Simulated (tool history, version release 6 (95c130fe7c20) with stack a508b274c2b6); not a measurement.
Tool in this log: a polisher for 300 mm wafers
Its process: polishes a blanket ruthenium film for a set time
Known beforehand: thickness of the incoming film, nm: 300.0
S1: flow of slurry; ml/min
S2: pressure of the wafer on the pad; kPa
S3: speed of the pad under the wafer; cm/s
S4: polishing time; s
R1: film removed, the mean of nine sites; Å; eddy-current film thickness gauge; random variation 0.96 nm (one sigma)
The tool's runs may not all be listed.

run,day,S1,S2,S3,S4,R1
1,0,245,13.8,124,57,687.8
2,0.258,245,13.8,124,59,699.02
3,0.317,290,13.8,124,59,723.95
4,0.525,290,13.8,98,59,585.62
5,0.838,315,13.8,98,59,590.68
6,1.192,315,17.2,98,59,718.03
7,1.338,315,17.9,100,59,760.87

Expected results for the next run?
8,1.633,315,18.6,102,59,?

R1: 802.69 Å
